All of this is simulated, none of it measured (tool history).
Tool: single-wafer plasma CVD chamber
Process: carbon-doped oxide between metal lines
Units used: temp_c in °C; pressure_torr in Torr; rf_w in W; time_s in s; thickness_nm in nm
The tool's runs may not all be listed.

{"run": 1, "hour": 0.0, "temp_c": 370, "pressure_torr": 5.2, "rf_w": 660, "time_s": 20.8, "thickness_nm": 117.53}
{"run": 2, "hour": 5.7, "temp_c": 370, "pressure_torr": 5.3, "rf_w": 665, "time_s": 20.8, "thickness_nm": 118.39}
{"run": 3, "hour": 7.9, "temp_c": 370, "pressure_torr": 4.41, "rf_w": 665, "time_s": 20.8, "thickness_nm": 116.4}
{"run": 4, "hour": 16.0, "temp_c": 366, "pressure_torr": 4.41, "rf_w": 665, "time_s": 20.8, "thickness_nm": 116.84}
{"run": 5, "hour": 23.6, "temp_c": 374, "pressure_torr": 4.41, "rf_w": 665, "time_s": 20.8, "thickness_nm": 115.43}
{"run": 6, "hour": 29.2, "temp_c": 374, "pressure_torr": 4.41, "rf_w": 715, "time_s": 20.8, "thickness_nm": 123.12}

Run 7 comes next. What will it give?
{"run": 7, "hour": 32.3, "temp_c": 374, "pressure_torr": 4.43, "rf_w": 720, "time_s": 20.8, "thickness_nm": "?"}

For run 7 the tool returned thickness_nm 123.65 nm.

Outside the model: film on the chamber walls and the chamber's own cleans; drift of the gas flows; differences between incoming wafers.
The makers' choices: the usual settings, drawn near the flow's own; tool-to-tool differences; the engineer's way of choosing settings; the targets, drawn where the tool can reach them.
